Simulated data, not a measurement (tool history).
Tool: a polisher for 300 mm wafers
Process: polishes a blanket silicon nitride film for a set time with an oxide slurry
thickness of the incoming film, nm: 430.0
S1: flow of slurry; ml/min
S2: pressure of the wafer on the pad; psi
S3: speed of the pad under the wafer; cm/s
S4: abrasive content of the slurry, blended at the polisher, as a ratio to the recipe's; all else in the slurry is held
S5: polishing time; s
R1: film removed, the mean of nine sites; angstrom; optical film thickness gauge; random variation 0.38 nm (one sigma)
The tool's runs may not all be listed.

| run | hour | S1 | S2 | S3 | S4 | S5 | R1 |
|---|---|---|---|---|---|---|---|
| 1 | 0 | 250 | 4.9 | 134 | 1 | 115 | 739.63 |
| 2 | 3.5 | 245 | 4.6 | 134 | 1 | 115 | 709.61 |
| 3 | 7.5 | 245 | 4.6 | 152 | 1 | 115 | 751.72 |
| 4 | 14.2 | 265 | 4.6 | 152 | 1 | 115 | 768.14 |
| 5 | 18.1 | 255 | 4.2 | 152 | 1 | 115 | 711.21 |
| 6 | 26.1 | 245 | 3.9 | 152 | 1 | 115 | 670.26 |

The next listed run, before its measurement:
| 7 | 30.5 | 245 | 3.9 | 152 | 1 | 115 | ? |

Run 7 gave R1 672.21 angstrom.
